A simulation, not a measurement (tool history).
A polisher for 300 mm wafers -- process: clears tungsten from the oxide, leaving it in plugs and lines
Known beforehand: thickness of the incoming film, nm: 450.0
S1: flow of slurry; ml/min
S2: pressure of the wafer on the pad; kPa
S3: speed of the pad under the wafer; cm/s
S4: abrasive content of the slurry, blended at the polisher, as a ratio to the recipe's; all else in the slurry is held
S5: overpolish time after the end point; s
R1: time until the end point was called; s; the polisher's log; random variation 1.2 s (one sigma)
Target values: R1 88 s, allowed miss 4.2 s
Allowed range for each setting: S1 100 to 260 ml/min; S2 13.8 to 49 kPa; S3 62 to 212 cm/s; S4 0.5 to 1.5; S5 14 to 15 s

run  hour   S1    S2   S3  S4  S5      R1
  1     0  165    31  136   1  14  67.424
  2   6.6  165    31  136   1  14  66.196
  3   9.1  165  29.6  136   1  14    69.1
  4  15.3  165  28.3  136   1  14  72.483
  5  20.7  165  28.3  136   1  15  73.472
  6  29.1  165  27.6  136   1  15  74.303
  7  30.1  165  26.9  136   1  15  74.794
  8  35.3  165  26.2  136   1  15  79.279
  9  36.1  165  25.5  136   1  15  81.151

Which single option among these 4 for the next run brings every result within its allowed miss of target? Just one does.
  A  36.9  150  23.4  146  1.15  14   ?
  B  36.9  165  22.8  126  0.95  15   ?
  C  36.9  160  22.1  142  1.05  15   ?
  D  36.9  170  23.4  152   1.1  14   ?

move      R1
   A  79.699
   B  97.259
   C  88.188
   D  76.885
A: lands further from the targets than the last run did
B: the result that was furthest off in the last run now lies on the other side of its target
C: each result inside its tolerance
D: lands further from the targets than the last run did
The move that meets every target is C.
